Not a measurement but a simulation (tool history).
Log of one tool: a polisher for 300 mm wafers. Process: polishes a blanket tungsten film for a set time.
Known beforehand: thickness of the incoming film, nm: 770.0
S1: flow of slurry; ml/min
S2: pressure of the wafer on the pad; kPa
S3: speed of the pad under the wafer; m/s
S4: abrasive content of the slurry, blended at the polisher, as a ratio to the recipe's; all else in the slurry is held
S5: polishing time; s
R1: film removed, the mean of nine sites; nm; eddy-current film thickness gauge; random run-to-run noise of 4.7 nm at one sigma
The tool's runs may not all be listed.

run 1 day=0 | S1=145 S2=28.3 S3=1.26 S4=1 S5=59 | R1=446.15
run 2 day=0.088 | S1=145 S2=28.3 S3=1.36 S4=1 S5=59 | R1=481.51
run 3 day=0.454 | S1=145 S2=28.3 S3=1.36 S4=1 S5=61 | R1=498.3
run 4 day=0.483 | S1=130 S2=28.3 S3=1.36 S4=1 S5=61 | R1=481.55
run 5 day=0.633 | S1=130 S2=28.3 S3=1.36 S4=0.9 S5=61 | R1=472.63
run 6 day=0.783 | S1=130 S2=28.3 S3=1.2 S4=0.9 S5=61 | R1=421.29

What does the tool deliver on the next run?
run 7 day=0.925 | S1=140 S2=29 S3=1.2 S4=0.9 S5=61 | R1=?

R1: 436.67 nm
